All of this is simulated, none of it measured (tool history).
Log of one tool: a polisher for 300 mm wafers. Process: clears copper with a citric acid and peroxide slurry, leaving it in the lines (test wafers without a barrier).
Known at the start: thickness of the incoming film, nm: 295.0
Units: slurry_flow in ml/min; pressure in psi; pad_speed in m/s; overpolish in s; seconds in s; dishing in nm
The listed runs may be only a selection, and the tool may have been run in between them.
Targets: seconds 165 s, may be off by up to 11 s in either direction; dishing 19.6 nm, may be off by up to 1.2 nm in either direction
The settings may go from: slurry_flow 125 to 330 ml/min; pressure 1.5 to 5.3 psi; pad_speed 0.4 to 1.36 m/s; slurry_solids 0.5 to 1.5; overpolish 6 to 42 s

{"run": 1, "day": 0.0, "slurry_flow": 210, "pressure": 3.4, "pad_speed": 0.88, "slurry_solids": 1, "overpolish": 21, "seconds": 166.49, "dishing": 28.083}
{"run": 2, "day": 0.067, "slurry_flow": 210, "pressure": 3.4, "pad_speed": 0.88, "slurry_solids": 1, "overpolish": 20, "seconds": 166.03, "dishing": 26.681}
{"run": 3, "day": 0.338, "slurry_flow": 210, "pressure": 2.7, "pad_speed": 0.88, "slurry_solids": 1, "overpolish": 20, "seconds": 190.35, "dishing": 23.453}
{"run": 4, "day": 0.517, "slurry_flow": 210, "pressure": 2.8, "pad_speed": 0.88, "slurry_solids": 1, "overpolish": 19, "seconds": 190.98, "dishing": 21.941}
{"run": 5, "day": 0.842, "slurry_flow": 210, "pressure": 2.4, "pad_speed": 0.88, "slurry_solids": 1, "overpolish": 19, "seconds": 210.08, "dishing": 21.423}
{"run": 6, "day": 1.054, "slurry_flow": 210, "pressure": 2.4, "pad_speed": 0.88, "slurry_solids": 0.9, "overpolish": 19, "seconds": 202.84, "dishing": 20.421}
{"run": 7, "day": 1.333, "slurry_flow": 210, "pressure": 2.5, "pad_speed": 0.88, "slurry_solids": 0.85, "overpolish": 18, "seconds": 209.84, "dishing": 19.662}
{"run": 8, "day": 1.375, "slurry_flow": 210, "pressure": 2.7, "pad_speed": 0.88, "slurry_solids": 0.85, "overpolish": 17, "seconds": 193.86, "dishing": 20.097}
{"run": 9, "day": 1.629, "slurry_flow": 210, "pressure": 3.2, "pad_speed": 0.88, "slurry_solids": 0.85, "overpolish": 12, "seconds": 180.92, "dishing": 15.776}

Exercise: of the 4 proposed moves below, exactly one satisfies all targets within the stated allowed misses. Which move is it?
{"run": "A", "day": 1.883, "slurry_flow": 295, "pressure": 3, "pad_speed": 0.92, "slurry_solids": 0.55, "overpolish": 16, "seconds": "?", "dishing": "?"}
{"run": "B", "day": 1.883, "slurry_flow": 190, "pressure": 3.5, "pad_speed": 0.8, "slurry_solids": 0.75, "overpolish": 18, "seconds": "?", "dishing": "?"}
{"run": "C", "day": 1.883, "slurry_flow": 125, "pressure": 3, "pad_speed": 0.84, "slurry_solids": 1, "overpolish": 21, "seconds": "?", "dishing": "?"}
{"run": "D", "day": 1.883, "slurry_flow": 185, "pressure": 3.8, "pad_speed": 0.86, "slurry_solids": 0.85, "overpolish": 14, "seconds": "?", "dishing": "?"}

move=A seconds=181.13 dishing=20.83
move=B seconds=186.84 dishing=22.584
move=C seconds=195.81 dishing=24.784
move=D seconds=162.14 dishing=20.477
A: takes the biggest miss from the last run beyond its target
B: takes the biggest miss from the last run beyond its target
C: takes the biggest miss from the last run beyond its target
D: all results in spec
Move D is the one to make.
